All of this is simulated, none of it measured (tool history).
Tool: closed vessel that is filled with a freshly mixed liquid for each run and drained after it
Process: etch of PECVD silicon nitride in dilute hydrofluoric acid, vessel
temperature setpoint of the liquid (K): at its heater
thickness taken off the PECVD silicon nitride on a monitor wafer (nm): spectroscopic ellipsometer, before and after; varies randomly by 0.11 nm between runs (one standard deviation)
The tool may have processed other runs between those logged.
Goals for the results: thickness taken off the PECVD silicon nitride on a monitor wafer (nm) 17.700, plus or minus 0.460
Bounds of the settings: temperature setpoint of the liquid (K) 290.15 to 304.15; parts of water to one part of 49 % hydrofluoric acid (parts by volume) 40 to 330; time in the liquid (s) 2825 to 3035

run  hour  temperature setpoint of the liquid (K)  parts of water to one part of 49 % hydrofluoric acid (parts by volume)  time in the liquid (s)  thickness taken off the PECVD silicon nitride on a monitor wafer (nm)
  1   0.0                                  296.15                                                                     185                    2825                                                                 29.297
  2   9.4                                  295.15                                                                     190                    2825                                                                 26.862
  3  15.6                                  294.15                                                                     195                    2825                                                                 24.689
  4  19.0                                  294.15                                                                     195                    2825                                                                 24.395
  5  27.1                                  294.15                                                                     155                    2825                                                                 30.609
  6  31.9                                  293.65                                                                     165                    2825                                                                 27.852
  7  37.0                                  293.15                                                                     175                    2825                                                                 25.546
  8  40.6                                  293.15                                                                     175                    2825                                                                 25.268
  9  42.1                                  292.65                                                                     180                    2825                                                                 23.913
 10  49.1                                  292.15                                                                     185                    2825                                                                 22.543
 11  57.5                                  291.65                                                                     190                    2825                                                                 21.155
 12  59.7                                  291.15                                                                     195                    2825                                                                 20.115
 13  63.8                                  290.65                                                                     200                    2825                                                                 18.939

Next run, 5 choices. One meets every target within its allowed miss, the rest don't. Which?
  A  67.9                                  290.65                                                                     230                    2880                                                                      ?
  B  67.9                                  290.15                                                                     220                    3020                                                                      ?
  C  67.9                                  290.15                                                                     220                    2850                                                                      ?
  D  67.9                                  290.65                                                                     205                    2900                                                                      ?
  E  67.9                                  292.15                                                                     230                    2920                                                                      ?

move  thickness taken off the PECVD silicon nitride on a monitor wafer (nm)
   A                                                                 16.942
   B                                                                 17.929
   C                                                                 16.920
   D                                                                 19.050
   E                                                                 18.966
A: pushes the last run's worst result past its target
B: in spec on every target
C: pushes the last run's worst result past its target
D: moves away from the targets compared with the last run
E: no nearer and no further than the last run
Correct choice: B, which meets every target
